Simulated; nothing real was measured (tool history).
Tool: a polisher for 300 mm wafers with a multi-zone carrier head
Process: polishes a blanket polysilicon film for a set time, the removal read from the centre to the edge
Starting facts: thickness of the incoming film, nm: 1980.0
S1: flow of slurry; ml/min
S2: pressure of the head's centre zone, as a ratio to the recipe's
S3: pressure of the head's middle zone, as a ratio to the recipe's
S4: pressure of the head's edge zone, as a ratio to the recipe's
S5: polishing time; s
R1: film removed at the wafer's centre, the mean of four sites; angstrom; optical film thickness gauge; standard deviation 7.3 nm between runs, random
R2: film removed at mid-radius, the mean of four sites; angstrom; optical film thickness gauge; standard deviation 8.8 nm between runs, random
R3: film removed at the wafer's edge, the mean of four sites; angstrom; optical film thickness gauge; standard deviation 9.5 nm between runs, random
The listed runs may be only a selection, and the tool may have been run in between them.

| run | day | S1 | S2 | S3 | S4 | S5 | R1 | R2 | R3 |
|---|---|---|---|---|---|---|---|---|---|
| 1 | 0 | 255 | 1 | 1 | 1 | 79 | 6560.5 | 6303.5 | 6479.3 |
| 2 | 0.133 | 255 | 1 | 0.97 | 1 | 79 | 6524.8 | 6173.5 | 6468.5 |
| 3 | 0.204 | 260 | 0.97 | 0.99 | 1.05 | 82 | 6653.2 | 6565.7 | 6875.3 |
| 4 | 0.467 | 260 | 1.03 | 0.99 | 1.05 | 82 | 6949.9 | 6579.4 | 6863.2 |
| 5 | 0.571 | 260 | 1.03 | 0.99 | 0.99 | 82 | 7001.3 | 6618.3 | 6599.9 |
| 6 | 0.854 | 260 | 1.03 | 1.06 | 0.99 | 82 | 7047 | 6983.2 | 6573.8 |
| 7 | 1.2 | 255 | 0.99 | 1.05 | 1.04 | 84 | 6697.8 | 7077.3 | 7007 |

What will run 8 give?
| 8 | 1.479 | 255 | 0.98 | 1.04 | 1.07 | 85 | ? | ? | ? |

{"run 8": {"R1": 6802.7, "R2": 7111.8, "R3": 7217.2}}

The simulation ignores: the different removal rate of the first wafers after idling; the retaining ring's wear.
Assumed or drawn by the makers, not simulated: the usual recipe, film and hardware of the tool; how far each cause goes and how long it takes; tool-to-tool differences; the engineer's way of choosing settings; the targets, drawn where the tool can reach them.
